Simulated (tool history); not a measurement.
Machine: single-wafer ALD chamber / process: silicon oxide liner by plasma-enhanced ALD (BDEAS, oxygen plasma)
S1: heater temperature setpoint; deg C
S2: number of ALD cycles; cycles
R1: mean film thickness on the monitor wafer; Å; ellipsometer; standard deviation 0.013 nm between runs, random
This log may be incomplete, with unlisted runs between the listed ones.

run 1 day=0.000 | S1=315 S2=35 | R1=32.271
run 2 day=0.183 | S1=314 S2=36 | R1=32.650
run 3 day=0.504 | S1=323 S2=36 | R1=32.409
run 4 day=0.546 | S1=321 S2=37 | R1=33.365
run 5 day=0.629 | S1=330 S2=37 | R1=32.981
run 6 day=0.754 | S1=321 S2=37 | R1=33.492
run 7 day=1.129 | S1=320 S2=38 | R1=34.484

Estimate the outcome of run 8 from the log above:
run 8 day=1.421 | S1=319 S2=39 | R1=?

{"run 8": {"R1": 35.427}}

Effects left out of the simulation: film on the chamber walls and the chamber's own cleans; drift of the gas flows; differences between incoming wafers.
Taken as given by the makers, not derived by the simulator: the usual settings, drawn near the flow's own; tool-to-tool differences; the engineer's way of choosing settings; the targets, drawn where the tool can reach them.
